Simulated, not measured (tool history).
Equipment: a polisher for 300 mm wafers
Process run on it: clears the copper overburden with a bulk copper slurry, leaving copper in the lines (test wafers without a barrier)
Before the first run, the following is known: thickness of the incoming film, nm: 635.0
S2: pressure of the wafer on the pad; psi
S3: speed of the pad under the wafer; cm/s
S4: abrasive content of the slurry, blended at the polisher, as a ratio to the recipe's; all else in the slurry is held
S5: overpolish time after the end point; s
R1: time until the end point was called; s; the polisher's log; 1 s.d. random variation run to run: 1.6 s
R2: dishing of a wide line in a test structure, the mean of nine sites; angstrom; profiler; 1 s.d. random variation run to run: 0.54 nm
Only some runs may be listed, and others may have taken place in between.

run 1 hour=0.0 | flow_of_slurry_(ml/min)=285 S2=2.5 S3=110 S4=1.0 S5=19 | R1=80.817 R2=684.27
run 2 hour=8.0 | flow_of_slurry_(ml/min)=285 S2=2.1 S3=110 S4=1.0 S5=19 | R1=94.288 R2=597.91
run 3 hour=9.6 | flow_of_slurry_(ml/min)=285 S2=2.1 S3=110 S4=0.8 S5=19 | R1=98.411 R2=592.12
run 4 hour=11.0 | flow_of_slurry_(ml/min)=285 S2=2.1 S3=122 S4=0.8 S5=19 | R1=93.078 R2=613.33
run 5 hour=13.3 | flow_of_slurry_(ml/min)=285 S2=2.7 S3=122 S4=0.8 S5=19 | R1=72.629 R2=747.16
run 6 hour=14.5 | flow_of_slurry_(ml/min)=285 S2=2.6 S3=124 S4=0.8 S5=17 | R1=74.504 R2=679.14
run 7 hour=20.6 | flow_of_slurry_(ml/min)=285 S2=2.5 S3=126 S4=0.8 S5=16 | R1=77.431 R2=645.86
run 8 hour=25.3 | flow_of_slurry_(ml/min)=285 S2=2.4 S3=128 S4=0.8 S5=15 | R1=80.154 R2=596.18
run 9 hour=32.4 | flow_of_slurry_(ml/min)=285 S2=2.4 S3=128 S4=0.8 S5=15 | R1=78.357 R2=601.41
run 10 hour=39.4 | flow_of_slurry_(ml/min)=285 S2=2.3 S3=130 S4=0.8 S5=14 | R1=81.739 R2=552.49
run 11 hour=40.6 | flow_of_slurry_(ml/min)=285 S2=2.2 S3=132 S4=0.8 S5=13 | R1=84.066 R2=521.34
-- hour=44.7 head pressure recalibrated
run 12 hour=44.7 | flow_of_slurry_(ml/min)=285 S2=2.2 S3=134 S4=0.8 S5=12 | R1=94.578 R2=457.25
run 13 hour=52.5 | flow_of_slurry_(ml/min)=285 S2=2.2 S3=136 S4=0.8 S5=12 | R1=93.077 R2=475.49
run 14 hour=57.1 | flow_of_slurry_(ml/min)=285 S2=2.2 S3=138 S4=0.8 S5=11 | R1=89.915 R2=427.46

Run 15 has not been measured yet. What should we expect?
run 15 hour=64.6 | flow_of_slurry_(ml/min)=285 S2=2.2 S3=142 S4=0.8 S5=11 | R1=? R2=?

Run 15 yielded R1 89.976 s, R2 439.76 angstrom.

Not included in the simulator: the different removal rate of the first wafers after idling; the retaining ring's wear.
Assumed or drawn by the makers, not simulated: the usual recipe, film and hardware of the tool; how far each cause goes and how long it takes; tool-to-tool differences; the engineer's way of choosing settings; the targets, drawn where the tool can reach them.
